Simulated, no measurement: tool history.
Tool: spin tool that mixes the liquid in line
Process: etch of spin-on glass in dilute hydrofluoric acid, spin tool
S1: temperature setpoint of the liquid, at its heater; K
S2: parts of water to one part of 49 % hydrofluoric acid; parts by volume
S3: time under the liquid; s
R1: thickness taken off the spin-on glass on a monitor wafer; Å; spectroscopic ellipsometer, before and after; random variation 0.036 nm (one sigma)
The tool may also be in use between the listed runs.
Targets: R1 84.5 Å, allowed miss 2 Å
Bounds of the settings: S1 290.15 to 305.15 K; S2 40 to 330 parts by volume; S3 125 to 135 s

run 1 hour=0 | S1=297.15 S2=185 S3=125 | R1=127.97
run 2 hour=0.7 | S1=296.15 S2=190 S3=125 | R1=120.45
run 3 hour=5.6 | S1=295.15 S2=195 S3=125 | R1=111.69
run 4 hour=13.6 | S1=295.15 S2=165 S3=125 | R1=136.07
run 5 hour=17.1 | S1=296.65 S2=165 S3=125 | R1=144.58
run 6 hour=20.2 | S1=295.65 S2=170 S3=125 | R1=133.15
run 7 hour=24.5 | S1=294.65 S2=175 S3=125 | R1=125.48
run 8 hour=27.8 | S1=294.15 S2=180 S3=125 | R1=117.64
run 9 hour=31.8 | S1=293.65 S2=185 S3=125 | R1=112.76
run 10 hour=37.7 | S1=293.15 S2=190 S3=125 | R1=106.76
run 11 hour=43.3 | S1=292.65 S2=195 S3=125 | R1=101.17
run 12 hour=51.4 | S1=292.65 S2=195 S3=125 | R1=101.81
run 13 hour=59.2 | S1=292.15 S2=195 S3=125 | R1=99.733
run 14 hour=67.9 | S1=291.65 S2=195 S3=125 | R1=97.092
run 15 hour=75.3 | S1=290.65 S2=205 S3=125 | R1=88.024

Which of these 4 next moves meets every target?
run A hour=82.7 | S1=291.65 S2=220 S3=135 | R1=?
run B hour=82.7 | S1=293.65 S2=240 S3=130 | R1=?
run C hour=82.7 | S1=290.15 S2=195 S3=125 | R1=?
run D hour=82.7 | S1=291.15 S2=205 S3=125 | R1=?

move=A R1=90.696
move=B R1=84.933
move=C R1=91.262
move=D R1=89.561
A: further off than the last run
B: meets every target
C: further off than the last run
D: further off than the last run
Move B is the one to make.
